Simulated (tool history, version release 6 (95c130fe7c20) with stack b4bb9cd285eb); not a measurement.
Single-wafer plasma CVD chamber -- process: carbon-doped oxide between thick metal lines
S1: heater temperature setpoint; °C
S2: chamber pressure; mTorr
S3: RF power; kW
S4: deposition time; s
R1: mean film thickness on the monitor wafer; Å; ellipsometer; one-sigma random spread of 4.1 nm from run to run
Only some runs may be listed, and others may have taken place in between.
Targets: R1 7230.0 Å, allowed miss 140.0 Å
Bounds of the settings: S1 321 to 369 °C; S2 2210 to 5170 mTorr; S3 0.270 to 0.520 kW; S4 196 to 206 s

| run | hour | S1 | S2 | S3 | S4 | R1 |
|---|---|---|---|---|---|---|
| 1 | 0.0 | 345 | 3690 | 0.395 | 206 | 7925.2 |
| 2 | 0.6 | 346 | 3620 | 0.395 | 206 | 7867.7 |
| 3 | 6.3 | 346 | 3620 | 0.395 | 206 | 7819.8 |
| 4 | 7.5 | 347 | 3570 | 0.395 | 206 | 7865.2 |
| 5 | 15.1 | 347 | 3570 | 0.395 | 206 | 7891.4 |
| 6 | 20.3 | 347 | 3570 | 0.390 | 206 | 7839.0 |
| 7 | 22.6 | 347 | 3570 | 0.385 | 206 | 7707.3 |
| 8 | 24.2 | 347 | 3530 | 0.385 | 206 | 7830.5 |
| 9 | 30.9 | 347 | 3540 | 0.380 | 206 | 7735.0 |

Exactly one of the 4 candidate moves below puts every result within its allowed miss. Which one?
| A | 37.6 | 347 | 3130 | 0.325 | 198 | ? |
| B | 37.6 | 337 | 3180 | 0.315 | 196 | ? |
| C | 37.6 | 351 | 3440 | 0.375 | 196 | ? |
| D | 37.6 | 342 | 3740 | 0.405 | 206 | ? |

| move | R1 |
|---|---|
| A | 6834.0 |
| B | 6874.3 |
| C | 7194.2 |
| D | 8080.9 |
A: moves the result that the last run missed by most past its target, out the other side
B: moves the result that the last run missed by most past its target, out the other side
C: every result within its allowed miss
D: its largest miss is bigger than the last run's
So the answer is move C, the one that meets all the targets.
